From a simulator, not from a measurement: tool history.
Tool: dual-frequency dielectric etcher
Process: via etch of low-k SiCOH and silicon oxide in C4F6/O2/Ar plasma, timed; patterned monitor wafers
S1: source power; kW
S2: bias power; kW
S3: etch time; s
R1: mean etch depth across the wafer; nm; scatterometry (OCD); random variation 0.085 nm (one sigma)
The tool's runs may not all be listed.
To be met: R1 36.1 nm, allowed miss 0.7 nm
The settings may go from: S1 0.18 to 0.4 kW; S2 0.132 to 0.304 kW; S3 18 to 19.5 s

run,hour,S1,S2,S3,R1
1,0,0.29,0.218,19.5,43.266
2,1,0.33,0.218,19.5,45.363
3,2.9,0.3,0.206,19.5,42.667
4,6.9,0.3,0.206,18,39.351
5,15,0.3,0.206,18,39.433
6,17.7,0.29,0.205,18,38.885
7,19,0.28,0.204,18,38.35
8,25.9,0.27,0.203,18,37.935
9,34.5,0.26,0.202,18,37.318

4 next moves are on the table. One of them brings every result within its allowed miss. Which?
A,43.1,0.27,0.185,19.5,?
B,43.1,0.24,0.23,18,?
C,43.1,0.19,0.204,19,?
D,43.1,0.25,0.212,19,?

move,R1
A,39.154
B,38.766
C,35.96
D,39.83
A: further off than the last run
B: further off than the last run
C: meets every target
D: further off than the last run
The right move is C.
